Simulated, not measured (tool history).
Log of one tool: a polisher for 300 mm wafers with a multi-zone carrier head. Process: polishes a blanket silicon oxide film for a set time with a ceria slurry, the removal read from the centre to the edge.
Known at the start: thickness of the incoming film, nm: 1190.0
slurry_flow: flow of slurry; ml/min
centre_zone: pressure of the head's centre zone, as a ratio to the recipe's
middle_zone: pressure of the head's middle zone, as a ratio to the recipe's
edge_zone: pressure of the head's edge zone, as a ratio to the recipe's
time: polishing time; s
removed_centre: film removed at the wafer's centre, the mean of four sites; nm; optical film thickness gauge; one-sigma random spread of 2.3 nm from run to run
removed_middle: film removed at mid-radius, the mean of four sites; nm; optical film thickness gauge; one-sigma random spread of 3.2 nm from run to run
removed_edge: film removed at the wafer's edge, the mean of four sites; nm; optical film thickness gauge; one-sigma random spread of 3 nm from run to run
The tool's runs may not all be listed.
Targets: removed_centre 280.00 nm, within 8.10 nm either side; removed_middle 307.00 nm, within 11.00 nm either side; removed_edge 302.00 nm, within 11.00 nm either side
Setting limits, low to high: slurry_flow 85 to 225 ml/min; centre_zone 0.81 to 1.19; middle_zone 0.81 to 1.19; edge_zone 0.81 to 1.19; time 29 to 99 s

run 1 day=0.000 | slurry_flow=145 centre_zone=1.00 middle_zone=1.00 edge_zone=1.00 time=64 | removed_centre=354.76 removed_middle=355.47 removed_edge=353.06
run 2 day=0.175 | slurry_flow=145 centre_zone=1.00 middle_zone=1.00 edge_zone=1.00 time=76 | removed_centre=420.62 removed_middle=419.48 removed_edge=417.70
run 3 day=0.354 | slurry_flow=140 centre_zone=0.98 middle_zone=0.99 edge_zone=0.98 time=73 | removed_centre=391.06 removed_middle=402.23 removed_edge=406.72
run 4 day=0.454 | slurry_flow=140 centre_zone=0.98 middle_zone=0.99 edge_zone=0.98 time=82 | removed_centre=439.13 removed_middle=452.74 removed_edge=452.19
run 5 day=0.612 | slurry_flow=140 centre_zone=0.97 middle_zone=0.99 edge_zone=0.97 time=77 | removed_centre=405.09 removed_middle=415.87 removed_edge=410.27
run 6 day=0.638 | slurry_flow=140 centre_zone=0.97 middle_zone=0.93 edge_zone=0.97 time=77 | removed_centre=410.47 removed_middle=400.75 removed_edge=417.62
run 7 day=0.700 | slurry_flow=140 centre_zone=0.95 middle_zone=0.93 edge_zone=0.95 time=74 | removed_centre=379.45 removed_middle=389.00 removed_edge=405.29
run 8 day=0.912 | slurry_flow=135 centre_zone=0.95 middle_zone=0.94 edge_zone=0.94 time=71 | removed_centre=366.89 removed_middle=370.02 removed_edge=386.34
run 9 day=1.042 | slurry_flow=135 centre_zone=0.85 middle_zone=0.98 edge_zone=0.84 time=55 | removed_centre=249.86 removed_middle=297.60 removed_edge=274.28
run 10 day=1.350 | slurry_flow=140 centre_zone=0.86 middle_zone=0.97 edge_zone=0.85 time=55 | removed_centre=257.68 removed_middle=299.29 removed_edge=282.69
run 11 day=1.579 | slurry_flow=145 centre_zone=0.86 middle_zone=0.96 edge_zone=0.85 time=55 | removed_centre=261.45 removed_middle=296.46 removed_edge=284.45
run 12 day=1.788 | slurry_flow=150 centre_zone=0.86 middle_zone=0.96 edge_zone=0.86 time=55 | removed_centre=258.47 removed_middle=294.27 removed_edge=286.00
run 13 day=1.892 | slurry_flow=155 centre_zone=0.87 middle_zone=0.96 edge_zone=0.87 time=55 | removed_centre=267.55 removed_middle=295.50 removed_edge=288.08
run 14 day=2.125 | slurry_flow=155 centre_zone=0.87 middle_zone=0.96 edge_zone=0.88 time=55 | removed_centre=259.73 removed_middle=295.69 removed_edge=289.13

Exercise: of the 4 proposed moves below, exactly one satisfies all targets within the stated allowed misses. Which move is it?
run A day=2.358 | slurry_flow=155 centre_zone=0.84 middle_zone=0.95 edge_zone=0.89 time=53 | removed_centre=? removed_middle=? removed_edge=?
run B day=2.358 | slurry_flow=140 centre_zone=0.88 middle_zone=0.94 edge_zone=0.85 time=59 | removed_centre=? removed_middle=? removed_edge=?
run C day=2.358 | slurry_flow=140 centre_zone=0.85 middle_zone=0.90 edge_zone=0.92 time=55 | removed_centre=? removed_middle=? removed_edge=?
run D day=2.358 | slurry_flow=165 centre_zone=0.93 middle_zone=0.90 edge_zone=0.94 time=55 | removed_centre=? removed_middle=? removed_edge=?

move=A removed_centre=245.12 removed_middle=287.23 removed_edge=278.58
move=B removed_centre=280.79 removed_middle=311.81 removed_edge=300.29
move=C removed_centre=252.68 removed_middle=280.35 removed_edge=290.36
move=D removed_centre=284.79 removed_middle=287.46 removed_edge=298.69
A: moves away from the targets compared with the last run
B: each result inside its tolerance
C: moves away from the targets compared with the last run
D: corrects the largest miss of the last run, while another result sits out of spec
The move that meets every target is B.
